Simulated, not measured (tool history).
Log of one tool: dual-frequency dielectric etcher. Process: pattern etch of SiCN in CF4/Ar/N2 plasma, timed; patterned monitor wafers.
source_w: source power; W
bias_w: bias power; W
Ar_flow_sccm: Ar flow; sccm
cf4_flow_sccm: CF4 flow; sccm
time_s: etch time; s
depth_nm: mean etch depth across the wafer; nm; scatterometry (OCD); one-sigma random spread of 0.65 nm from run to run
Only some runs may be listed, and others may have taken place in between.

run,hour,source_w,bias_w,Ar_flow_sccm,cf4_flow_sccm,time_s,depth_nm
1,0,400,52,110,77,185.5,131.33
2,1.7,400,52,110,89,185.5,135.57
3,3.8,370,51,110,89,185.5,125.09
4,5.8,350,51,110,89,185.5,119.3
5,8.6,350,51,122,89,185.5,117.2
6,16.7,410,51,122,89,185.5,132.72
7,20.2,380,50,122,89,185.5,124.06
8,27.5,360,50,122,89,185.5,116.93
9,32.6,360,50,122,89,185.5,119.09
10,35.8,350,50,122,89,185.5,116.47

Run 11 is up next; what results do you expect?
11,42.2,340,50,122,89,185.5,?

depth_nm: 113.25 nm
